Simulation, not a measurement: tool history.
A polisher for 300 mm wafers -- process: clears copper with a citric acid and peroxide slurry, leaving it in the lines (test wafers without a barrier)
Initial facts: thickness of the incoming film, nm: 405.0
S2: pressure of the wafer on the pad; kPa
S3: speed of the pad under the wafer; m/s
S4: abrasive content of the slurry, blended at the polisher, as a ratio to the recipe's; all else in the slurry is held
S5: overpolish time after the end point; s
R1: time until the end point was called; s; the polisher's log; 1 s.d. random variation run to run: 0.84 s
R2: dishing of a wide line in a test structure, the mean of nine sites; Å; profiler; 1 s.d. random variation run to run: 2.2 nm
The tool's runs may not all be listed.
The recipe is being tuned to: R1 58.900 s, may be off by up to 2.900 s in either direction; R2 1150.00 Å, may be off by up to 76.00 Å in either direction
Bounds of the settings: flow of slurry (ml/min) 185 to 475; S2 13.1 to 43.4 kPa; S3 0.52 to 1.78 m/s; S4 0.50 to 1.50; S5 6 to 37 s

Run 1, day 0.000: flow of slurry (ml/min) 305, S2 28.3 kPa, S3 1.14 m/s, S4 1.00, S5 19 s. Result: R1 103.610 s, R2 495.60 Å.
Run 2, day 0.154: flow of slurry (ml/min) 365, S2 28.3 kPa, S3 1.14 m/s, S4 1.00, S5 19 s. Result: R1 99.153 s, R2 495.84 Å.
Run 3, day 0.504: flow of slurry (ml/min) 365, S2 28.3 kPa, S3 0.88 m/s, S4 1.00, S5 19 s. Result: R1 121.580 s, R2 397.95 Å.
Run 4, day 0.633: flow of slurry (ml/min) 365, S2 28.3 kPa, S3 0.72 m/s, S4 1.00, S5 19 s. Result: R1 139.300 s, R2 348.30 Å.
Run 5, day 0.688: flow of slurry (ml/min) 365, S2 28.3 kPa, S3 0.72 m/s, S4 1.00, S5 13 s. Result: R1 143.940 s, R2 245.21 Å.
Run 6, day 0.983: flow of slurry (ml/min) 350, S2 31.0 kPa, S3 0.92 m/s, S4 1.00, S5 17 s. Result: R1 108.450 s, R2 409.56 Å.
Run 7, day 1.196: flow of slurry (ml/min) 335, S2 33.8 kPa, S3 1.02 m/s, S4 1.00, S5 19 s. Result: R1 92.006 s, R2 511.31 Å.
Run 8, day 1.429: flow of slurry (ml/min) 320, S2 35.9 kPa, S3 1.10 m/s, S4 1.00, S5 21 s. Result: R1 81.358 s, R2 628.78 Å.
Run 9, day 1.650: flow of slurry (ml/min) 320, S2 35.9 kPa, S3 1.10 m/s, S4 1.00, S5 21 s. Result: R1 80.693 s, R2 649.58 Å.
Run 10, day 1.679: flow of slurry (ml/min) 315, S2 37.9 kPa, S3 1.14 m/s, S4 1.00, S5 23 s. Result: R1 74.707 s, R2 712.34 Å.
Run 11, day 1.762: flow of slurry (ml/min) 315, S2 37.9 kPa, S3 1.14 m/s, S4 1.00, S5 23 s. Result: R1 78.060 s, R2 760.59 Å.
Run 12, day 2.029: flow of slurry (ml/min) 315, S2 39.3 kPa, S3 1.18 m/s, S4 1.00, S5 24 s. Result: R1 69.990 s, R2 790.49 Å.
Run 13, day 2.154: flow of slurry (ml/min) 310, S2 40.0 kPa, S3 1.22 m/s, S4 1.00, S5 26 s. Result: R1 67.672 s, R2 841.52 Å.
Run 14, day 2.233: flow of slurry (ml/min) 305, S2 40.7 kPa, S3 1.26 m/s, S4 1.00, S5 28 s. Result: R1 64.513 s, R2 957.26 Å.
Run 15, day 2.600: flow of slurry (ml/min) 305, S2 41.4 kPa, S3 1.26 m/s, S4 1.00, S5 29 s. Result: R1 63.236 s, R2 1007.20 Å.
Run 16, day 2.925: flow of slurry (ml/min) 305, S2 42.1 kPa, S3 1.26 m/s, S4 1.00, S5 30 s. Result: R1 62.262 s, R2 1038.10 Å.
Run 17, day 3.012: flow of slurry (ml/min) 305, S2 42.7 kPa, S3 1.26 m/s, S4 1.00, S5 31 s. Result: R1 63.235 s, R2 1094.10 Å.

Of the 4 settings listed for the next run, only one would bring every result within its allowed miss of target. Which one?
Run A, day 3.100: flow of slurry (ml/min) 310, S2 40.7 kPa, S3 1.62 m/s, S4 1.15, S5 28 s. Result: R1 ?, R2 ?.
Run B, day 3.100: flow of slurry (ml/min) 375, S2 41.4 kPa, S3 1.32 m/s, S4 1.15, S5 25 s. Result: R1 ?, R2 ?.
Run C, day 3.100: flow of slurry (ml/min) 310, S2 43.4 kPa, S3 1.30 m/s, S4 0.95, S5 28 s. Result: R1 ?, R2 ?.
Run D, day 3.100: flow of slurry (ml/min) 290, S2 43.4 kPa, S3 1.30 m/s, S4 1.00, S5 33 s. Result: R1 ?, R2 ?.

move      R1       R2
   A  50.291  1132.20
   B  58.016   944.58
   C  58.648  1021.80
   D  58.597  1147.60
A: pushes the last run's worst result past its target
B: meets the target for the result that was furthest off, but another lies outside its allowed miss
C: meets the target for the result that was furthest off, but another lies outside its allowed miss
D: hits every target within its allowed miss
Move D is the one to make.
